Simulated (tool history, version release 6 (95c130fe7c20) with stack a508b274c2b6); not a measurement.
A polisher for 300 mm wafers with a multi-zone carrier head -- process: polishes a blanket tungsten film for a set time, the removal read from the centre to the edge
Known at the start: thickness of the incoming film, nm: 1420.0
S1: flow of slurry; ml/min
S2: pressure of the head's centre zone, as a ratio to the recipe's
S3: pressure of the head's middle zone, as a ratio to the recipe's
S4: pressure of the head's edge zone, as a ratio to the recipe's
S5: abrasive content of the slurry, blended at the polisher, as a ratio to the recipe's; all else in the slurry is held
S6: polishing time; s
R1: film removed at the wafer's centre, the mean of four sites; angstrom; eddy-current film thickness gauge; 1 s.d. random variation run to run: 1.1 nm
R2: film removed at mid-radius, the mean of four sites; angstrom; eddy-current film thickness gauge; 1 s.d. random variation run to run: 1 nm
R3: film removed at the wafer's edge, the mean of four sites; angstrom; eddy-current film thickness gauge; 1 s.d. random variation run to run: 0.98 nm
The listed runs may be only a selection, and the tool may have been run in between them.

Run 1, hour 0.0: S1 310 ml/min, S2 1.00, S3 1.00, S4 1.00, S5 1.00, S6 40 s. Result: R1 1644.50 angstrom, R2 1589.20 angstrom, R3 1623.00 angstrom.
Run 2, hour 2.0: S1 310 ml/min, S2 1.00, S3 1.04, S4 1.00, S5 1.00, S6 40 s. Result: R1 1639.10 angstrom, R2 1648.80 angstrom, R3 1620.90 angstrom.
Run 3, hour 6.1: S1 305 ml/min, S2 0.96, S3 1.03, S4 0.97, S5 0.85, S6 34 s. Result: R1 1270.40 angstrom, R2 1367.20 angstrom, R3 1322.20 angstrom.
Run 4, hour 10.5: S1 305 ml/min, S2 0.95, S3 1.01, S4 0.95, S5 0.75, S6 30 s. Result: R1 1119.40 angstrom, R2 1144.20 angstrom, R3 1124.80 angstrom.
Run 5, hour 14.6: S1 300 ml/min, S2 0.91, S3 1.00, S4 0.93, S5 0.70, S6 28 s. Result: R1 966.19 angstrom, R2 1040.10 angstrom, R3 1023.50 angstrom.
Run 6, hour 20.9: S1 300 ml/min, S2 0.89, S3 0.99, S4 0.90, S5 0.65, S6 28 s. Result: R1 921.58 angstrom, R2 1002.20 angstrom, R3 1011.30 angstrom.
Run 7, hour 29.1: S1 300 ml/min, S2 0.89, S3 1.00, S4 0.89, S5 0.60, S6 27 s. Result: R1 896.60 angstrom, R2 965.21 angstrom, R3 946.06 angstrom.
Run 8, hour 30.8: S1 295 ml/min, S2 0.87, S3 1.00, S4 0.87, S5 0.55, S6 27 s. Result: R1 862.75 angstrom, R2 934.64 angstrom, R3 901.69 angstrom.
Run 9, hour 38.3: S1 290 ml/min, S2 0.85, S3 1.00, S4 0.86, S5 0.55, S6 27 s. Result: R1 843.94 angstrom, R2 961.77 angstrom, R3 905.07 angstrom.
Run 10, hour 43.8: S1 290 ml/min, S2 0.84, S3 0.99, S4 0.85, S5 0.55, S6 27 s. Result: R1 824.40 angstrom, R2 938.16 angstrom, R3 904.65 angstrom.

Run 11 comes next. What will it give?
Run 11, hour 45.5: S1 290 ml/min, S2 0.84, S3 0.99, S4 0.84, S5 0.55, S6 27 s. Result: R1 ?, R2 ?, R3 ?.

Run 11 gave R1 831.03 angstrom, R2 929.26 angstrom, R3 888.47 angstrom.

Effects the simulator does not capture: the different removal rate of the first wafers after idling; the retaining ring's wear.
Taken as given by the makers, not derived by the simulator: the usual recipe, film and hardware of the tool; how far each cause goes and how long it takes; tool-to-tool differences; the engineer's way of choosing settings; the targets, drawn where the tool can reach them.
